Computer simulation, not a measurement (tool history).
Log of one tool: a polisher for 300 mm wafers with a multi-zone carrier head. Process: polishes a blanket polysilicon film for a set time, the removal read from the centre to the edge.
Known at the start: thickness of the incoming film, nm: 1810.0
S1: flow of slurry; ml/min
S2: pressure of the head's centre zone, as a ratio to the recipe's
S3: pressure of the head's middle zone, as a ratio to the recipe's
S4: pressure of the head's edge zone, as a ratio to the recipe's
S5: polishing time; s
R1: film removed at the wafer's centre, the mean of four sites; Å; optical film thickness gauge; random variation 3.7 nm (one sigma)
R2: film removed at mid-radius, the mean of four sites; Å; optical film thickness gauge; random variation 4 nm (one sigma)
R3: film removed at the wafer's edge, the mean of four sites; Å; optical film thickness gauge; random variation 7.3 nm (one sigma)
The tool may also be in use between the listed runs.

run  hour   S1    S2    S3    S4  S5      R1      R2      R3
  1   0.0  150  1.00  1.00  1.00  50  4297.1  4260.7  4347.7
  2   7.1  150  1.09  1.00  1.00  50  4619.9  4293.6  4338.9
  3  14.8  150  1.09  0.96  1.00  50  4627.4  4106.8  4471.5
  4  19.0  150  1.09  1.04  1.00  50  4559.1  4388.2  4395.6
  5  23.3  150  1.09  1.09  1.00  50  4636.6  4650.4  4389.7
  6  24.0  150  1.09  1.09  1.02  50  4602.9  4551.3  4426.5
  7  27.7  155  1.08  1.10  1.03  50  4599.5  4622.9  4428.3
  8  31.5  155  1.07  1.10  1.04  50  4650.3  4698.4  4481.6
  9  37.1  170  1.02  1.10  1.14  50  4488.0  4647.3  4636.9
 10  37.7  175  1.02  1.10  1.15  50  4508.2  4691.4  4804.5

The next listed run, before its measurement:
 11  40.5  180  1.02  1.10  1.15  50   ?   ?   ?

R1: 4505.0 Å
R2: 4676.1 Å
R3: 4878.9 Å
